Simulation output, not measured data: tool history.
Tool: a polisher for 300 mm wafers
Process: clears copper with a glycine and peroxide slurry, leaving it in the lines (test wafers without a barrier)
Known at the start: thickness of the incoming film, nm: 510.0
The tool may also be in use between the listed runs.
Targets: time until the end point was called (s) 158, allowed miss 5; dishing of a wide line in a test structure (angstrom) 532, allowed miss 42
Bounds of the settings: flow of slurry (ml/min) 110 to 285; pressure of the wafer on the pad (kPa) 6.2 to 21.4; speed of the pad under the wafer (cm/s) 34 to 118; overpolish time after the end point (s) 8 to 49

run  hour  flow of slurry (ml/min)  pressure of the wafer on the pad (kPa)  speed of the pad under the wafer (cm/s)  overpolish time after the end point (s)  time until the end point was called (s)  dishing of a wide line in a test structure (angstrom)
  1     0                      180                                    13.8                                       76                                       25                                   125.93                                                  604.2
  2   8.2                      180                                      11                                       76                                       25                                   148.14                                                 547.92
  3  16.3                      175                                      11                                       76                                       25                                   148.04                                                 536.27
  4  18.8                      170                                      11                                       76                                       25                                   150.64                                                 554.36
  5  21.9                      165                                      11                                       76                                       25                                   147.56                                                 543.64
  6  28.9                      165                                       9                                       76                                       25                                   170.24                                                 456.27
  7  36.8                      170                                       9                                       76                                       25                                    167.1                                                 491.29
  8  41.3                      175                                       9                                       76                                       25                                   168.86                                                 491.61
     49.6  -- slurry nozzle cleaned
  9  49.6                      180                                     9.7                                       76                                       25                                   148.79                                                 511.64
 10  54.7                      175                                     9.7                                       76                                       26                                   148.86                                                 546.68
 11  63.7                      170                                     9.7                                       76                                       26                                   154.38                                                 545.46
 12  65.9                      165                                     9.7                                       76                                       26                                   150.83                                                 558.82
 13  69.9                      170                                     9.7                                       76                                       26                                   152.42                                                 542.18
 14  78.4                      165                                     9.7                                       76                                       26                                   150.39                                                 553.39
 15  83.2                      170                                     9.7                                       76                                       26                                   150.77                                                 537.77
 16  83.7                      165                                     9.7                                       76                                       26                                   150.64                                                 549.89
 17  85.5                      170                                     9.7                                       76                                       26                                   151.59                                                 555.19

Which of these 4 next moves meets every target?
  A  87.3                      145                                    10.3                                       58                                       27                                        ?                                                      ?
  B  87.3                      175                                       9                                       88                                       28                                        ?                                                      ?
  C  87.3                      150                                    11.7                                       72                                       20                                        ?                                                      ?
  D  87.3                      160                                       9                                       78                                       27                                        ?                                                      ?

move  time until the end point was called (s)  dishing of a wide line in a test structure (angstrom)
   A                                    168.4                                                 515.96
   B                                   146.52                                                 576.59
   C                                   139.53                                                 470.12
   D                                   157.92                                                  532.5
A: takes the result that was furthest off past its target
B: further off than the last run
C: further off than the last run
D: meets every target
Answer: D
